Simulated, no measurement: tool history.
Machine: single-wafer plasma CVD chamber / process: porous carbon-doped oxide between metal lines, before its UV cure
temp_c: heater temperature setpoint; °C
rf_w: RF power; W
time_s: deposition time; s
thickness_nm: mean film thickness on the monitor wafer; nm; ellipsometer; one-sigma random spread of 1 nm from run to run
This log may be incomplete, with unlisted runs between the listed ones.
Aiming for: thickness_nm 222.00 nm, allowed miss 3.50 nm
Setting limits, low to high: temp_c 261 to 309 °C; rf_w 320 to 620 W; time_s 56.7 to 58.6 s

Run 1, day 0.000: temp_c 285 °C, rf_w 470 W, time_s 56.7 s. Result: thickness_nm 297.37 nm.
Run 2, day 0.267: temp_c 285 °C, rf_w 470 W, time_s 56.7 s. Result: thickness_nm 297.22 nm.
Run 3, day 0.562: temp_c 288 °C, rf_w 455 W, time_s 56.7 s. Result: thickness_nm 282.25 nm.
Run 4, day 0.721: temp_c 288 °C, rf_w 455 W, time_s 56.7 s. Result: thickness_nm 283.06 nm.
Run 5, day 1.046: temp_c 291 °C, rf_w 445 W, time_s 56.7 s. Result: thickness_nm 268.16 nm.
Run 6, day 1.171: temp_c 293 °C, rf_w 445 W, time_s 56.7 s. Result: thickness_nm 264.50 nm.
Run 7, day 1.446: temp_c 295 °C, rf_w 440 W, time_s 56.7 s. Result: thickness_nm 261.04 nm.
At day 1.562: thermocouple changed; heater temperature recalibrated.
Run 8, day 1.562: temp_c 297 °C, rf_w 435 W, time_s 56.7 s. Result: thickness_nm 257.81 nm.
Run 9, day 1.925: temp_c 309 °C, rf_w 360 W, time_s 56.7 s. Result: thickness_nm 189.98 nm.
Run 10, day 2.171: temp_c 297 °C, rf_w 365 W, time_s 56.7 s. Result: thickness_nm 210.30 nm.
Run 11, day 2.492: temp_c 296 °C, rf_w 365 W, time_s 56.7 s. Result: thickness_nm 211.41 nm.
Run 12, day 2.642: temp_c 295 °C, rf_w 365 W, time_s 56.7 s. Result: thickness_nm 211.39 nm.
Run 13, day 2.875: temp_c 294 °C, rf_w 365 W, time_s 56.7 s. Result: thickness_nm 213.00 nm.
Run 14, day 3.208: temp_c 293 °C, rf_w 365 W, time_s 56.7 s. Result: thickness_nm 214.55 nm.
Run 15, day 3.496: temp_c 292 °C, rf_w 365 W, time_s 56.7 s. Result: thickness_nm 214.97 nm.
Run 16, day 3.679: temp_c 291 °C, rf_w 365 W, time_s 56.7 s. Result: thickness_nm 217.73 nm.

Which of these 5 next moves meets every target?
Run A, day 3.862: temp_c 301 °C, rf_w 370 W, time_s 58.4 s. Result: thickness_nm ?.
Run B, day 3.862: temp_c 285 °C, rf_w 355 W, time_s 57.8 s. Result: thickness_nm ?.
Run C, day 3.862: temp_c 292 °C, rf_w 365 W, time_s 56.9 s. Result: thickness_nm ?.
Run D, day 3.862: temp_c 289 °C, rf_w 355 W, time_s 56.8 s. Result: thickness_nm ?.
Run E, day 3.862: temp_c 289 °C, rf_w 350 W, time_s 57.8 s. Result: thickness_nm ?.

move  thickness_nm
   A        212.70
   B        219.67
   C        214.85
   D        210.60
   E        210.14
A: its largest miss is bigger than the last run's
B: in spec on every target
C: its largest miss is bigger than the last run's
D: its largest miss is bigger than the last run's
E: its largest miss is bigger than the last run's
Answer: B

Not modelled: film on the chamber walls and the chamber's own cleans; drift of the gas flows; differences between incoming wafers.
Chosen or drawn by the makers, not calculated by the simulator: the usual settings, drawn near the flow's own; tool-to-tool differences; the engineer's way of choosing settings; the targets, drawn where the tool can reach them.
